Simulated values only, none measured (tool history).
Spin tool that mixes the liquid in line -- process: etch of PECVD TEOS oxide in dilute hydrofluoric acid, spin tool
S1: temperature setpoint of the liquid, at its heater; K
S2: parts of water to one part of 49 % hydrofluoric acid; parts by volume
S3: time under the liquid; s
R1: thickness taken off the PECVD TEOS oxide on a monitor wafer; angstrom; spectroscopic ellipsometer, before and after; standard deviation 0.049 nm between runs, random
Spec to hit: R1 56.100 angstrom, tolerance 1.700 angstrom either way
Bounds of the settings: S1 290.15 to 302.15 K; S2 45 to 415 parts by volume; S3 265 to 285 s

run	hour	S1	S2	S3	R1
1	0.0	294.15	230	265	72.918
2	2.7	294.15	260	265	63.154
3	5.2	294.15	225	265	74.772
4	8.7	295.65	225	265	77.985
5	12.1	294.15	225	265	75.522
6	14.5	296.15	225	265	79.805
7	21.5	296.15	225	265	81.008
8	25.8	295.65	230	265	77.288
9	26.4	295.15	235	265	72.712
# hour 30.7: thermometer replaced
10	30.7	294.65	240	265	77.662
11	31.2	294.15	255	265	69.552
12	35.7	293.65	260	265	67.312
13	42.2	293.15	265	265	63.477
14	43.3	292.65	265	265	62.260
15	47.6	292.15	265	265	61.805

Pick the move, out of 5, that brings all results within their allowed miss; only one does.
A	51.9	291.15	245	285	?
B	51.9	290.15	240	280	?
C	51.9	294.65	305	265	?
D	51.9	292.65	270	285	?
E	51.9	296.65	360	275	?

move	R1
A	70.696
B	68.510
C	56.944
D	66.392
E	51.030
A: its largest miss is bigger than the last run's
B: its largest miss is bigger than the last run's
C: every result within its allowed miss
D: its largest miss is bigger than the last run's
E: pushes the last run's worst result past its target
The move that meets every target is C.

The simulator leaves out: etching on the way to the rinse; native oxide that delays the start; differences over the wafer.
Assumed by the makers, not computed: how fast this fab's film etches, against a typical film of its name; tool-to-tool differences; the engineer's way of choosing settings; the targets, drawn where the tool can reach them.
